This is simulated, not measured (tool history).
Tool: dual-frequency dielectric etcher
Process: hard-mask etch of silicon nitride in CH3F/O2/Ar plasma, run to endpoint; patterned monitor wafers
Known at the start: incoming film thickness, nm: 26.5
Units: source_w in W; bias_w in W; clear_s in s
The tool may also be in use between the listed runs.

run  hour  source_w  bias_w  clear_s
  1     0       330      86   39.944
  2     8       300      86   41.573
  3  11.8       340      86   40.659
  4  18.4       340      94   39.051
  5  26.5       290      94   40.722
  6    31       310      94   39.528
  7  33.3       250      88   43.818

Run 8 comes next. What will it give?
  8  35.6       250      88        ?

Run 8 gave clear_s 43.571 s.
